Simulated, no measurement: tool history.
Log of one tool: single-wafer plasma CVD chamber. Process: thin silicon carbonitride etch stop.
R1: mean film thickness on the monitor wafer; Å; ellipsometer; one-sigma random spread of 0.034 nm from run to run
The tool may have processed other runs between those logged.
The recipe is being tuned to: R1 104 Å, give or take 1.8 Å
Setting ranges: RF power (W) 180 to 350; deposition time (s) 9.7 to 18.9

Run 1, day 0: RF power (W) 265, deposition time (s) 14.3. Result: R1 85.262 Å.
Run 2, day 0.071: RF power (W) 275, deposition time (s) 14.6. Result: R1 86.868 Å.
Run 3, day 0.271: RF power (W) 275, deposition time (s) 16.3. Result: R1 97.522 Å.
Run 4, day 0.529: RF power (W) 280, deposition time (s) 16.4. Result: R1 98.36 Å.
At day 0.829: thermocouple changed; heater temperature recalibrated.
Run 5, day 0.829: RF power (W) 285, deposition time (s) 16.5. Result: R1 99.004 Å.
Run 6, day 1.188: RF power (W) 290, deposition time (s) 16.6. Result: R1 100.39 Å.
Run 7, day 1.362: RF power (W) 295, deposition time (s) 16.7. Result: R1 101.04 Å.
Run 8, day 1.538: RF power (W) 295, deposition time (s) 16.8. Result: R1 102.19 Å.

4 next moves are on the table. One of them brings every result within its allowed miss. Which?
Run A, day 1.712: RF power (W) 280, deposition time (s) 17.8. Result: R1 ?.
Run B, day 1.712: RF power (W) 350, deposition time (s) 16.5. Result: R1 ?.
Run C, day 1.712: RF power (W) 325, deposition time (s) 16. Result: R1 ?.
Run D, day 1.712: RF power (W) 315, deposition time (s) 17.5. Result: R1 ?.

move      R1
   A  106.86
   B  104.07
   C   99.24
   D  107.79
A: moves the result that the last run missed by most past its target, out the other side
B: every result lands within tolerance
C: its largest miss is bigger than the last run's
D: moves the result that the last run missed by most past its target, out the other side
Answer: B
